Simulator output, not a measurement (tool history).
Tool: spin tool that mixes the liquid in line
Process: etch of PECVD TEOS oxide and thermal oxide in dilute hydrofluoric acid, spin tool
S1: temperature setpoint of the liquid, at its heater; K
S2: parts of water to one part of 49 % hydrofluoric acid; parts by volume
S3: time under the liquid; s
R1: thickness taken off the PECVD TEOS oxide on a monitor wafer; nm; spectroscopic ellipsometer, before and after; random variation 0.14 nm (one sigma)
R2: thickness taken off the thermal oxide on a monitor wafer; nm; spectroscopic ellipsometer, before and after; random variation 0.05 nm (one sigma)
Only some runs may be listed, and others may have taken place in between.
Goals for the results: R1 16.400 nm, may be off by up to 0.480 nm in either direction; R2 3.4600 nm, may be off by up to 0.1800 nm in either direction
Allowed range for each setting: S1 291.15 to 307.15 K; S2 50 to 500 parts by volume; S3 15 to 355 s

run	hour	S1	S2	S3	R1	R2
1	0.0	299.15	275	180	13.805	2.9525
2	8.3	300.15	275	180	14.403	3.0705
3	17.2	301.15	275	180	14.773	3.1229
4	24.8	301.65	275	180	15.105	3.2002
5	32.4	302.15	275	180	15.469	3.1906
6	32.9	300.15	275	180	14.292	2.9977
7	34.6	301.15	275	180	14.859	3.1324
8	41.9	301.65	275	180	14.863	3.1706
9	44.0	302.15	275	180	15.306	3.1800
10	51.9	302.15	270	180	15.698	3.3090

Which one of the following 4 next-run settings gets every result inside its allowed miss? There is exactly one.
A	59.8	299.15	395	310	?	?
B	59.8	302.65	260	165	?	?
C	59.8	305.65	305	185	?	?
D	59.8	300.15	225	160	?	?

move	R1	R2
A	14.690	3.1040
B	15.295	3.2317
C	15.295	3.2316
D	16.366	3.4581
A: further off than the last run
B: further off than the last run
C: further off than the last run
D: all results in spec
The right move is D.
